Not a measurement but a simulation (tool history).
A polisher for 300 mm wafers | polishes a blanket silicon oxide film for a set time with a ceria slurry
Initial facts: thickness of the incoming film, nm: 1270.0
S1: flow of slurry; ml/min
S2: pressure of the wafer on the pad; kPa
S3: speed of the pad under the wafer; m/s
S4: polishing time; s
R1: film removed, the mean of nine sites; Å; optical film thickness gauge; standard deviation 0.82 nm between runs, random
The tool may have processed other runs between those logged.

run 1 hour=0 | S1=130 S2=25.5 S3=1.2 S4=21 | R1=1405.9
run 2 hour=4.7 | S1=145 S2=25.5 S3=1.2 S4=21 | R1=1474.7
run 3 hour=7.7 | S1=140 S2=22.8 S3=1.14 S4=21 | R1=1221.7
run 4 hour=12.1 | S1=135 S2=20.7 S3=1.08 S4=21 | R1=1089.3
run 5 hour=20.4 | S1=135 S2=20.7 S3=0.98 S4=21 | R1=973.86
-- hour=22.3 head pressure recalibrated
run 6 hour=22.3 | S1=135 S2=19.3 S3=0.94 S4=21 | R1=982.44
run 7 hour=30.9 | S1=100 S2=12.4 S3=0.6 S4=19 | R1=388.62
run 8 hour=31.9 | S1=110 S2=13.1 S3=0.6 S4=19 | R1=413.39
run 9 hour=32.8 | S1=120 S2=13.8 S3=0.6 S4=19 | R1=424.45
run 10 hour=35.6 | S1=120 S2=14.5 S3=0.6 S4=19 | R1=457.09
run 11 hour=41.9 | S1=125 S2=14.5 S3=0.6 S4=19 | R1=456.58
run 12 hour=44 | S1=130 S2=15.2 S3=0.6 S4=19 | R1=469.36
run 13 hour=51 | S1=135 S2=15.9 S3=0.6 S4=19 | R1=500.57

The next listed run, before its measurement:
run 14 hour=51.8 | S1=140 S2=15.9 S3=0.6 S4=19 | R1=?

For run 14 the tool returned R1 493.67 Å.
